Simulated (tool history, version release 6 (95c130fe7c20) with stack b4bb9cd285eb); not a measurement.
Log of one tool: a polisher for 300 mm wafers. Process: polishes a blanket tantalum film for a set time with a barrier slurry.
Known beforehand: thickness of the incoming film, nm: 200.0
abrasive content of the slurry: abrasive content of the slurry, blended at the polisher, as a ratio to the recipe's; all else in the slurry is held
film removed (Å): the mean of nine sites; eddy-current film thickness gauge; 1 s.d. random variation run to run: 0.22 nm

run	hour	flow of slurry (ml/min)	pressure of the wafer on the pad (kPa)	speed of the pad under the wafer (m/s)	abrasive content of the slurry	polishing time (s)	film removed (Å)
1	0	185	10.3	0.96	1	31	430.41
2	8.9	185	10.3	0.96	1	27	377.41
3	14	185	9.7	0.96	1	27	345.62
4	15.7	190	9.7	0.96	1	27	352.58
5	24.6	190	9.7	0.76	1	27	297.93
6	26.1	195	9.7	0.76	1	27	298.65
7	31.6	205	9.7	0.76	1	27	301.88
8	40.1	215	9.7	0.76	1	27	305.05

What does the tool deliver on the next run?
9	47.5	255	11.7	0.76	1	27	?

film removed (Å): 372.59
